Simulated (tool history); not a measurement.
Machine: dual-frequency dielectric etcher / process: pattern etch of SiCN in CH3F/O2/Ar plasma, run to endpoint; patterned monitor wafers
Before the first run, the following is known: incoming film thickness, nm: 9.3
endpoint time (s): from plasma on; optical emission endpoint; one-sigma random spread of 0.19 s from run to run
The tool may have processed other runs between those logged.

run    day  source power (kW)  bias power (kW)  endpoint time (s)
  1      0               0.39            0.099             22.064
  2  0.354               0.37            0.096             22.727
  3  0.675               0.31            0.096             23.838
  4  1.042                0.3            0.093             24.515
  5    1.3                0.3            0.105              23.64
  6  1.662                0.3             0.12             22.424
  7  1.762               0.29            0.114              23.18
  8  1.988               0.28            0.109             23.457
  9  2.096               0.27            0.104               24.3

Estimate the outcome of run 10 from the log above:
 10  2.133               0.26            0.101                  ?

{"run 10": {"endpoint time (s)": 24.972}}
